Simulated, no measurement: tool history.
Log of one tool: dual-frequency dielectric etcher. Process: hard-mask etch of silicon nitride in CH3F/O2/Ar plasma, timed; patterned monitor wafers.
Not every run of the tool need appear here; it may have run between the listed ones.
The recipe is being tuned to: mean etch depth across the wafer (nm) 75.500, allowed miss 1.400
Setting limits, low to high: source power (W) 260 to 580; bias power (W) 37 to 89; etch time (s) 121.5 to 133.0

run,hour,source power (W),bias power (W),etch time (s),mean etch depth across the wafer (nm)
1,0.0,420,63,133.0,84.287
2,6.9,420,63,121.5,76.933
3,15.1,420,52,121.5,70.020
4,19.0,360,52,121.5,66.511
5,24.4,360,44,121.5,61.303
6,25.1,360,44,133.0,66.736
7,33.0,380,44,133.0,68.809
8,40.4,400,44,133.0,69.800
9,45.9,410,44,133.0,70.272
10,54.3,410,44,133.0,70.090
11,57.1,420,44,133.0,71.383
12,58.6,430,44,133.0,71.604
13,63.8,440,44,133.0,72.138
14,65.6,450,44,133.0,72.449
15,73.2,500,46,133.0,76.549

Which of these 4 next moves meets every target?
A,80.8,510,51,129.5,?
B,80.8,520,48,130.5,?
C,80.8,520,45,133.0,?
D,80.8,500,49,126.5,?

move,mean etch depth across the wafer (nm)
A,80.114
B,78.948
C,77.968
D,76.214
A: lands further from the targets than the last run did
B: lands further from the targets than the last run did
C: lands further from the targets than the last run did
D: all results in spec
D is the move that brings every result within its allowed miss.
